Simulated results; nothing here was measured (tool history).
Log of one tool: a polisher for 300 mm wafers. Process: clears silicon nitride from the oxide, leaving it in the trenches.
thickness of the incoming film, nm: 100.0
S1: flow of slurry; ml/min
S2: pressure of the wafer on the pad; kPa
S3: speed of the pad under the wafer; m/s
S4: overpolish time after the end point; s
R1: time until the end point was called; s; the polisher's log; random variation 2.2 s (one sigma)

{"run": 1, "hour": 0.0, "S1": 305, "S2": 13.8, "S3": 1.02, "S4": 35, "R1": 181.25}
{"run": 2, "hour": 2.5, "S1": 305, "S2": 14.5, "S3": 1.02, "S4": 35, "R1": 172.73}
{"run": 3, "hour": 4.1, "S1": 375, "S2": 14.5, "S3": 1.02, "S4": 35, "R1": 168.37}
{"run": 4, "hour": 10.0, "S1": 375, "S2": 14.5, "S3": 1.02, "S4": 37, "R1": 169.04}
{"run": 5, "hour": 11.5, "S1": 375, "S2": 14.5, "S3": 0.82, "S4": 37, "R1": 208.84}
{"run": 6, "hour": 15.9, "S1": 315, "S2": 14.5, "S3": 0.82, "S4": 37, "R1": 206.29}
{"run": 7, "hour": 22.5, "S1": 315, "S2": 18.6, "S3": 0.86, "S4": 37, "R1": 158.64}

Forecast run 8:
{"run": 8, "hour": 28.5, "S1": 315, "S2": 19.3, "S3": 0.86, "S4": 37, "R1": "?"}

Run 8 gave R1 153.12 s.
